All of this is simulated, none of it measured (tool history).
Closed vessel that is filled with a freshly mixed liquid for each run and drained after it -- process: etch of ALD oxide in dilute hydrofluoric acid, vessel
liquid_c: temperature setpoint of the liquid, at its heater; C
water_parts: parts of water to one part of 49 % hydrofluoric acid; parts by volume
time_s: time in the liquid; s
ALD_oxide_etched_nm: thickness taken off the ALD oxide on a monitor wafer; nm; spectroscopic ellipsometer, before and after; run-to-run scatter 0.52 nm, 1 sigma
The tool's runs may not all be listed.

run 1 hour=0.0 | liquid_c=23.0 water_parts=60 time_s=210 | ALD_oxide_etched_nm=66.426
run 2 hour=5.0 | liquid_c=25.0 water_parts=60 time_s=210 | ALD_oxide_etched_nm=72.883
run 3 hour=6.7 | liquid_c=23.0 water_parts=60 time_s=210 | ALD_oxide_etched_nm=65.956
run 4 hour=13.7 | liquid_c=23.0 water_parts=75 time_s=210 | ALD_oxide_etched_nm=51.731
run 5 hour=19.7 | liquid_c=23.0 water_parts=95 time_s=210 | ALD_oxide_etched_nm=40.238
run 6 hour=25.5 | liquid_c=25.5 water_parts=95 time_s=210 | ALD_oxide_etched_nm=44.040

Run 7 has not been measured yet. What should we expect?
run 7 hour=27.2 | liquid_c=27.0 water_parts=85 time_s=210 | ALD_oxide_etched_nm=?

ALD_oxide_etched_nm: 53.269 nm
